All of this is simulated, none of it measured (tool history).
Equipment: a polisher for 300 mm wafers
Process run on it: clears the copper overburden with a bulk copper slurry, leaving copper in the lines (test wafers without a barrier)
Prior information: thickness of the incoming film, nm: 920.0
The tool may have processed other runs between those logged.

| run | hour | flow of slurry (ml/min) | pressure of the wafer on the pad (kPa) | speed of the pad under the wafer (m/s) | abrasive content of the slurry | overpolish time after the end point (s) | time until the end point was called (s) | dishing of a wide line in a test structure (Å) |
|---|---|---|---|---|---|---|---|---|
| 1 | 0 | 155 | 14.5 | 1.24 | 1 | 11 | 138.78 | 499.32 |
| 2 | 3.2 | 155 | 13.1 | 1.24 | 1 | 11 | 154.34 | 442.79 |
| 3 | 7.7 | 155 | 13.1 | 1.24 | 1.2 | 11 | 149.59 | 448.54 |
| 4 | 13.1 | 155 | 11 | 1.08 | 1.3 | 9 | 204.44 | 288.92 |
| 5 | 16 | 155 | 11 | 1.08 | 1.5 | 9 | 191.74 | 311.97 |
| 6 | 22.6 | 155 | 11 | 1.28 | 1.5 | 9 | 165.72 | 334.36 |
| 7 | 29.1 | 135 | 9.7 | 1.16 | 1.5 | 7 | 207.75 | 219.75 |
| 8 | 34.4 | 130 | 9 | 1.06 | 1.5 | 6 | 242.03 | 171.12 |
| 9 | 37.8 | 125 | 6.9 | 0.78 | 1.45 | 4 | 430.2 | 67.796 |
| 10 | 43.1 | 130 | 7.6 | 0.78 | 1.45 | 4 | 387.84 | 78.402 |

Run 11 is up next; what results do you expect?
| 11 | 45.7 | 140 | 7.6 | 0.78 | 1.45 | 4 | ? | ? |

{"run 11": {"time until the end point was called (s)": 382.36, "dishing of a wide line in a test structure (Å)": 77.309}}

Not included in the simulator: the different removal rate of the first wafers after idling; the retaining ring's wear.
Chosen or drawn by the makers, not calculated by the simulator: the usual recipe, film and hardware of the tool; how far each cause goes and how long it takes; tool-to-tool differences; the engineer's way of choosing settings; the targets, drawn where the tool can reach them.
